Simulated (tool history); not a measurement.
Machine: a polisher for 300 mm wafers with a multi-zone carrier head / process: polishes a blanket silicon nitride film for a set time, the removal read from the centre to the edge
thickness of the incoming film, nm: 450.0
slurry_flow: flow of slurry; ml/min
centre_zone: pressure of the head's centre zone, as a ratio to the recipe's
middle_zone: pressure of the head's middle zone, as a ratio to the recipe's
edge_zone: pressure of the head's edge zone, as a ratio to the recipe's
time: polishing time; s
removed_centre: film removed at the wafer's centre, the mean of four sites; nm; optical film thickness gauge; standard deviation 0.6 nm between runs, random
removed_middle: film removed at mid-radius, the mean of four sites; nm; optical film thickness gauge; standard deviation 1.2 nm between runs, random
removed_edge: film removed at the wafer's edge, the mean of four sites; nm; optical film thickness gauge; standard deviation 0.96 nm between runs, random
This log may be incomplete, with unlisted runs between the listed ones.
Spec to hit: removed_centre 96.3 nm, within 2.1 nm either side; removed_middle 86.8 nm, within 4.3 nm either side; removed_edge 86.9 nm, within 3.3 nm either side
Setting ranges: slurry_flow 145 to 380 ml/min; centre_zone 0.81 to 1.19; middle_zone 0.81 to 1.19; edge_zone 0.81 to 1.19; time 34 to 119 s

run  hour  slurry_flow  centre_zone  middle_zone  edge_zone  time  removed_centre  removed_middle  removed_edge
  1     0          245            1            1          1    76          158.89          159.85         156.1
  2   7.9          245         0.93            1          1    76          149.42          163.84        159.22
  3  14.4          240         0.96         0.97       0.96    64          128.17          136.18        129.32
  4  18.1          235         0.99         0.92       0.94    56          114.52           109.8         111.4
  5  26.9          235         0.99         0.92       0.94    74          153.65          146.01        149.37
  6  27.7          235         0.99         0.92       0.94    65          133.24          126.07        130.05
  7  33.7          235         0.99         0.92       0.94    65          132.18          128.03        129.47
  8  38.8          235            1          0.9       0.92    58          120.11          110.84        113.18
  9    44          240            1         0.89        0.9    53          110.13          100.41        102.46
 10  48.3          245         0.99         0.88       0.88    51           105.7          98.342         98.99
 11  54.7          245         0.99         0.87       0.86    49          101.73          94.876         92.73
 12  57.3          235         0.99         0.85       0.85    49          100.97          91.199        94.145
 13  64.8          240         0.99         0.85       0.84    48          99.313          89.662        90.697
 14  73.7          240         0.99         0.85       0.83    48          98.567           88.07        91.363

Next run, 4 choices. One meets every target within its allowed miss, the rest don't. Which?
  A  82.6          380         0.96         0.89       0.87    49               ?               ?             ?
  B  82.6          225         1.01         0.87       0.83    46               ?               ?             ?
  C  82.6          245         1.09         0.86       0.81    46               ?               ?             ?
  D  82.6          285         1.04         0.92       0.82    46               ?               ?             ?

move  removed_centre  removed_middle  removed_edge
   A          101.61          97.061        97.418
   B          95.479          86.248        87.044
   C          102.67          86.051        86.558
   D          99.905          91.548        87.706
A: the biggest miss grows against the last run
B: all results in spec
C: puts the biggest miss on target and leaves a different result outside tolerance
D: puts the biggest miss on target and leaves a different result outside tolerance
B is the move that brings every result within its allowed miss.
